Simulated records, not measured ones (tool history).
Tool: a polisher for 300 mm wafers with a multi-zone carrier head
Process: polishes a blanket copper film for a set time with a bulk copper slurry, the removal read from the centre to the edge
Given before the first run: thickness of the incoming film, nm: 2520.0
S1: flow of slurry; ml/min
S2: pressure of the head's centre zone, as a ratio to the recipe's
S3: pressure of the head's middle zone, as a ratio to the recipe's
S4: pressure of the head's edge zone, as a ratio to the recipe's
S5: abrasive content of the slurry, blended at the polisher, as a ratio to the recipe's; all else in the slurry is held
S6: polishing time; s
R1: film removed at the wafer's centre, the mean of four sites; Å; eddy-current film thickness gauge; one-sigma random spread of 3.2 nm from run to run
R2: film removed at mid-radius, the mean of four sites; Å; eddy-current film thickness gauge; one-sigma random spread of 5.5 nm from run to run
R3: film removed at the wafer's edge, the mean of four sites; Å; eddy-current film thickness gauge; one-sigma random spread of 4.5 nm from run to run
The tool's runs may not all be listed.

| run | hour | S1 | S2 | S3 | S4 | S5 | S6 | R1 | R2 | R3 |
|---|---|---|---|---|---|---|---|---|---|---|
| 1 | 0.0 | 250 | 1.00 | 1.00 | 1.00 | 1.00 | 32 | 5569.3 | 5532.8 | 5797.8 |
| 2 | 2.6 | 290 | 1.00 | 1.00 | 1.00 | 1.00 | 32 | 5698.7 | 5751.3 | 5820.9 |
| 3 | 3.5 | 290 | 0.93 | 1.00 | 1.00 | 1.00 | 32 | 5304.1 | 5735.8 | 5927.1 |
| 4 | 9.4 | 285 | 0.93 | 0.99 | 0.98 | 0.90 | 32 | 5157.0 | 5414.4 | 5608.1 |
| 5 | 10.0 | 285 | 0.93 | 0.99 | 1.02 | 0.90 | 32 | 5120.2 | 5403.8 | 5669.9 |
| 6 | 11.7 | 285 | 0.92 | 0.98 | 1.01 | 0.85 | 32 | 4987.7 | 5345.0 | 5516.6 |

Run 7, settings as shown, results not yet in. Your forecast:
| 7 | 16.9 | 225 | 0.85 | 0.88 | 0.91 | 0.60 | 32 | ? | ? | ? |

{"run 7": {"R1": 3869.3, "R2": 4095.3, "R3": 4539.6}}
